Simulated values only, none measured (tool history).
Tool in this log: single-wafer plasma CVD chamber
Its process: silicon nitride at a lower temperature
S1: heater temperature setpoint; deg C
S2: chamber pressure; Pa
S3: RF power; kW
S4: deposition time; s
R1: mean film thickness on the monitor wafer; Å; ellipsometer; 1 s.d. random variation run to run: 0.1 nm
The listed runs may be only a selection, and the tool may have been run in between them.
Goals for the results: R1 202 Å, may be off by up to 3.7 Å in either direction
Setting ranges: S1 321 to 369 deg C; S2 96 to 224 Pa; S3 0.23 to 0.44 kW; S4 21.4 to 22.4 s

Run 1, hour 0: S1 345 deg C, S2 160 Pa, S3 0.335 kW, S4 22.4 s. Result: R1 264.17 Å.
Run 2, hour 2.1: S1 345 deg C, S2 151 Pa, S3 0.32 kW, S4 22.3 s. Result: R1 253.19 Å.
Run 3, hour 7.6: S1 345 deg C, S2 143 Pa, S3 0.305 kW, S4 22.2 s. Result: R1 239.43 Å.
Run 4, hour 8.5: S1 345 deg C, S2 136 Pa, S3 0.295 kW, S4 22.2 s. Result: R1 231.92 Å.
Run 5, hour 11.1: S1 345 deg C, S2 136 Pa, S3 0.27 kW, S4 22.2 s. Result: R1 217 Å.
Run 6, hour 15.9: S1 345 deg C, S2 131 Pa, S3 0.27 kW, S4 22.2 s. Result: R1 215.36 Å.
Run 7, hour 17.3: S1 345 deg C, S2 125 Pa, S3 0.27 kW, S4 22.2 s. Result: R1 212.44 Å.
Run 8, hour 25.7: S1 345 deg C, S2 121 Pa, S3 0.27 kW, S4 22.2 s. Result: R1 212.66 Å.
Run 9, hour 26.3: S1 345 deg C, S2 121 Pa, S3 0.27 kW, S4 22.2 s. Result: R1 211.26 Å.
Run 10, hour 32: S1 345 deg C, S2 119 Pa, S3 0.27 kW, S4 22.2 s. Result: R1 209.7 Å.
Run 11, hour 33.1: S1 345 deg C, S2 101 Pa, S3 0.265 kW, S4 22.2 s. Result: R1 197.44 Å.

Below are 5 possible settings for the next run. Only one of them brings all results inside the allowed miss of their targets. Which is it?
Run A, hour 34.2: S1 344 deg C, S2 104 Pa, S3 0.265 kW, S4 22.4 s. Result: R1 ?.
Run B, hour 34.2: S1 354 deg C, S2 125 Pa, S3 0.23 kW, S4 21.9 s. Result: R1 ?.
Run C, hour 34.2: S1 350 deg C, S2 109 Pa, S3 0.255 kW, S4 21.4 s. Result: R1 ?.
Run D, hour 34.2: S1 341 deg C, S2 107 Pa, S3 0.275 kW, S4 22.4 s. Result: R1 ?.
Run E, hour 34.2: S1 337 deg C, S2 101 Pa, S3 0.265 kW, S4 21.7 s. Result: R1 ?.

move      R1
   A  201.43
   B  188.18
   C  189.87
   D  208.38
   E  194.09
A: all results in spec
B: moves away from the targets compared with the last run
C: moves away from the targets compared with the last run
D: the result that was furthest off in the last run now lies on the other side of its target
E: moves away from the targets compared with the last run
Go with A: it meets all targets.

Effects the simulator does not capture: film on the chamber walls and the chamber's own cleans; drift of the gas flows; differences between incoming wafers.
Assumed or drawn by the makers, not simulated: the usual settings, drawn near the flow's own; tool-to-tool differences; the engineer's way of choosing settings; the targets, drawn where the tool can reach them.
